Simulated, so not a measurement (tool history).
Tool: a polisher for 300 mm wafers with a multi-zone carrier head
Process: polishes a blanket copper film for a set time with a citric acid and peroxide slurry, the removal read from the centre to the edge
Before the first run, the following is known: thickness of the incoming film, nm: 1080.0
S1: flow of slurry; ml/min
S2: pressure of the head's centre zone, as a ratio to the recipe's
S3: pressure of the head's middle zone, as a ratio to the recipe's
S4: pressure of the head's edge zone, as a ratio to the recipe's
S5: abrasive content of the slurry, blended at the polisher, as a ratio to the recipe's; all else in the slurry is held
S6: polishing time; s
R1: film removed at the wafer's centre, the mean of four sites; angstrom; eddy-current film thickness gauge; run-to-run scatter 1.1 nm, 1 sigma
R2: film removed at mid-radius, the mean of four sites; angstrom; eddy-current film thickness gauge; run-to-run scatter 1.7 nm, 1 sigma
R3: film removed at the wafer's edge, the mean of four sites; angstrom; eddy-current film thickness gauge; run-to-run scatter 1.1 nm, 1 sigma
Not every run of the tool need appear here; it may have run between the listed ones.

run	hour	S1	S2	S3	S4	S5	S6	R1	R2	R3
1	0.0	200	1.00	1.00	1.00	1.00	38	995.20	967.75	971.73
2	0.6	200	0.96	1.00	1.00	1.00	38	951.54	952.54	966.36
3	8.5	200	0.96	1.00	1.00	1.10	38	970.79	993.60	1008.50
4	13.8	200	0.96	1.00	0.94	1.10	38	980.78	972.81	988.70
5	19.9	205	0.97	1.02	0.96	1.20	38	997.05	1016.40	1014.50
6	27.7	210	0.98	1.03	0.98	1.25	39	1057.50	1097.60	1041.80

Predict the results of run 7:
7	35.7	220	0.94	0.97	1.08	1.50	43	?	?	?

R1: 1166.30 angstrom
R2: 1170.30 angstrom
R3: 1262.40 angstrom
